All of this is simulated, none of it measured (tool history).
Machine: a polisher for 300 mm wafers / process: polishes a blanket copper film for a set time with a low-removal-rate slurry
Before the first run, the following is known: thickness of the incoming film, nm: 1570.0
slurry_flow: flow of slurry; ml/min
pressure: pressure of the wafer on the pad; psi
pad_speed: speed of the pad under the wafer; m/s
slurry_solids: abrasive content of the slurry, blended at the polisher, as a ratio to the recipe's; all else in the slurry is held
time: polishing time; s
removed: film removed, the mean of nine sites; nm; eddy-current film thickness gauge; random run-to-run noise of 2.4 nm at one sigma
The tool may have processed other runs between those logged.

{"run": 1, "day": 0.0, "slurry_flow": 270, "pressure": 1.7, "pad_speed": 1.04, "slurry_solids": 1.0, "time": 119, "removed": 273.86}
{"run": 2, "day": 0.338, "slurry_flow": 270, "pressure": 2.1, "pad_speed": 1.04, "slurry_solids": 1.0, "time": 119, "removed": 331.34}
{"run": 3, "day": 0.542, "slurry_flow": 270, "pressure": 2.1, "pad_speed": 1.16, "slurry_solids": 1.0, "time": 119, "removed": 366.16}
{"run": 4, "day": 0.833, "slurry_flow": 315, "pressure": 2.1, "pad_speed": 1.16, "slurry_solids": 1.0, "time": 119, "removed": 369.87}
{"run": 5, "day": 0.883, "slurry_flow": 315, "pressure": 1.9, "pad_speed": 1.14, "slurry_solids": 1.0, "time": 119, "removed": 332.14}
{"run": 6, "day": 1.138, "slurry_flow": 315, "pressure": 1.7, "pad_speed": 1.14, "slurry_solids": 1.0, "time": 119, "removed": 299.53}
{"run": 7, "day": 1.496, "slurry_flow": 315, "pressure": 1.6, "pad_speed": 1.14, "slurry_solids": 1.0, "time": 119, "removed": 277.55}
{"run": 8, "day": 1.767, "slurry_flow": 315, "pressure": 1.5, "pad_speed": 1.14, "slurry_solids": 1.0, "time": 119, "removed": 258.48}

Run 9 is up next; what results do you expect?
{"day": 2.142, "done": "head pressure recalibrated"}
{"run": 9, "day": 2.142, "slurry_flow": 315, "pressure": 1.1, "pad_speed": 1.12, "slurry_solids": 1.0, "time": 119, "removed": "?"}

removed: 180.38 nm
